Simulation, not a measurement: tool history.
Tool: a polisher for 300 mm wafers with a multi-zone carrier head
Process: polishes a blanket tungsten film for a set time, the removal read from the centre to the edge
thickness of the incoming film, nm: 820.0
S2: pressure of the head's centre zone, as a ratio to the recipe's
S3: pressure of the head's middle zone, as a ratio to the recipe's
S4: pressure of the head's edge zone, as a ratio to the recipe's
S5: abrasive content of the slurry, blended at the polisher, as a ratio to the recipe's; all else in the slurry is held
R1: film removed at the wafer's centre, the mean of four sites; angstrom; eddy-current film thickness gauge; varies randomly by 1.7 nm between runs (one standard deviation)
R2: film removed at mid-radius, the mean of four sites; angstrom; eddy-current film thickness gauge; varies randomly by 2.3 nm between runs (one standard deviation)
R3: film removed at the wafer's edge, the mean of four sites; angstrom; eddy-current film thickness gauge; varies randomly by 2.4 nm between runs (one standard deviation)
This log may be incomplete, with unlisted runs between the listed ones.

{"run": 1, "day": 0.0, "flow of slurry (ml/min)": 135, "S2": 1.0, "S3": 1.0, "S4": 1.0, "S5": 1.0, "polishing time (s)": 62, "R1": 2543.6, "R2": 2724.9, "R3": 2701.7}
{"run": 2, "day": 0.088, "flow of slurry (ml/min)": 135, "S2": 1.0, "S3": 1.08, "S4": 1.0, "S5": 1.0, "polishing time (s)": 62, "R1": 2534.1, "R2": 2875.2, "R3": 2698.5}
{"run": 3, "day": 0.446, "flow of slurry (ml/min)": 135, "S2": 1.0, "S3": 1.08, "S4": 0.96, "S5": 1.0, "polishing time (s)": 62, "R1": 2577.9, "R2": 2828.6, "R3": 2631.6}
{"run": 4, "day": 0.583, "flow of slurry (ml/min)": 145, "S2": 1.0, "S3": 1.08, "S4": 0.96, "S5": 1.0, "polishing time (s)": 62, "R1": 2588.4, "R2": 2945.4, "R3": 2579.7}
{"run": 5, "day": 0.612, "flow of slurry (ml/min)": 145, "S2": 1.0, "S3": 1.11, "S4": 0.96, "S5": 1.0, "polishing time (s)": 62, "R1": 2603.2, "R2": 2958.6, "R3": 2685.0}
{"run": 6, "day": 0.712, "flow of slurry (ml/min)": 150, "S2": 0.99, "S3": 1.06, "S4": 0.91, "S5": 0.85, "polishing time (s)": 57, "R1": 2251.5, "R2": 2493.6, "R3": 2265.2}

Predict the results of run 7:
{"run": 7, "day": 0.912, "flow of slurry (ml/min)": 165, "S2": 1.01, "S3": 1.06, "S4": 0.88, "S5": 0.75, "polishing time (s)": 53, "R1": "?", "R2": "?", "R3": "?"}

R1: 2076.5 angstrom
R2: 2258.9 angstrom
R3: 2027.2 angstrom

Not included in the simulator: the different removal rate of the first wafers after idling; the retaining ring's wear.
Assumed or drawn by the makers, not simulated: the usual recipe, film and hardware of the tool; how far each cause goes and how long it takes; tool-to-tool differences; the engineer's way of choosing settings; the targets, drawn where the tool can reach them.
